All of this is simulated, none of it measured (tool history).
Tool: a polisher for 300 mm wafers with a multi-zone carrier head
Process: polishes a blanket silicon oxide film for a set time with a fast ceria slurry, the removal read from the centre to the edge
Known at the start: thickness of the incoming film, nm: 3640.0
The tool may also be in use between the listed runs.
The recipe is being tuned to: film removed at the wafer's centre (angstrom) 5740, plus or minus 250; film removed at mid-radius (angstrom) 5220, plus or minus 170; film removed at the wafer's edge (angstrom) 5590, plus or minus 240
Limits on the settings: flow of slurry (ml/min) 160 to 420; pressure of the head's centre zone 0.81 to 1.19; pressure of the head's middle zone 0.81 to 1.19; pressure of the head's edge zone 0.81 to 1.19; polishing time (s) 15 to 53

| run | hour | flow of slurry (ml/min) | pressure of the head's centre zone | pressure of the head's middle zone | pressure of the head's edge zone | polishing time (s) | film removed at the wafer's centre (angstrom) | film removed at mid-radius (angstrom) | film removed at the wafer's edge (angstrom) |
|---|---|---|---|---|---|---|---|---|---|
| 1 | 0 | 270 | 1 | 1 | 1 | 34 | 5927.5 | 6172.9 | 5964.7 |
| 2 | 7.5 | 270 | 1 | 1 | 1 | 42 | 7432.7 | 7653.9 | 7346.2 |
| 3 | 13.1 | 245 | 1 | 1 | 1 | 42 | 7326.5 | 7668.6 | 7289.6 |
| 4 | 15.2 | 250 | 1 | 0.97 | 0.99 | 40 | 6881.2 | 7059.7 | 7027.1 |
| 5 | 22.1 | 255 | 1.02 | 0.96 | 0.99 | 38 | 6661 | 6646.5 | 6587.6 |
| 6 | 25.2 | 255 | 0.99 | 0.96 | 0.99 | 38 | 6472.6 | 6578 | 6615.3 |
| 7 | 32.3 | 260 | 1 | 0.94 | 0.97 | 37 | 6355.9 | 6429.1 | 6349.9 |
| 8 | 34.8 | 260 | 1.01 | 0.91 | 0.97 | 36 | 6337.6 | 5911.9 | 6197.1 |
| 9 | 43.4 | 255 | 1 | 0.89 | 0.95 | 35 | 6166.1 | 5629.3 | 5916.4 |
| 10 | 49.1 | 250 | 0.99 | 0.88 | 0.94 | 35 | 5916.4 | 5699.1 | 5922.6 |
| 11 | 53.9 | 245 | 0.99 | 0.87 | 0.93 | 35 | 6028.1 | 5626.2 | 5805.6 |
| 12 | 57 | 240 | 0.98 | 0.86 | 0.93 | 35 | 5793.2 | 5563.3 | 5984.2 |

Exactly one of the 5 candidate moves below puts every result within its allowed miss. Which one?
| A | 60.1 | 215 | 0.92 | 0.85 | 0.95 | 37 | ? | ? | ? |
| B | 60.1 | 225 | 1 | 0.81 | 0.94 | 33 | ? | ? | ? |
| C | 60.1 | 260 | 0.98 | 0.81 | 1.01 | 34 | ? | ? | ? |
| D | 60.1 | 160 | 0.99 | 0.84 | 0.89 | 35 | ? | ? | ? |
| E | 60.1 | 225 | 0.98 | 0.88 | 0.99 | 30 | ? | ? | ? |

| move | film removed at the wafer's centre (angstrom) | film removed at mid-radius (angstrom) | film removed at the wafer's edge (angstrom) |
|---|---|---|---|
| A | 5784.7 | 5728.8 | 6187.7 |
| B | 5633.4 | 4928.3 | 5509.7 |
| C | 5759.9 | 5136.3 | 5925.7 |
| D | 5727.8 | 5230.9 | 5573.9 |
| E | 5020.5 | 4795.7 | 5128.8 |
A: moves away from the targets compared with the last run
B: carries the result that was furthest off beyond its target, to the other side
C: gets the furthest-off result to its target, but another result is out of tolerance
D: meets every target
E: carries the result that was furthest off beyond its target, to the other side
Move D is the one to make.

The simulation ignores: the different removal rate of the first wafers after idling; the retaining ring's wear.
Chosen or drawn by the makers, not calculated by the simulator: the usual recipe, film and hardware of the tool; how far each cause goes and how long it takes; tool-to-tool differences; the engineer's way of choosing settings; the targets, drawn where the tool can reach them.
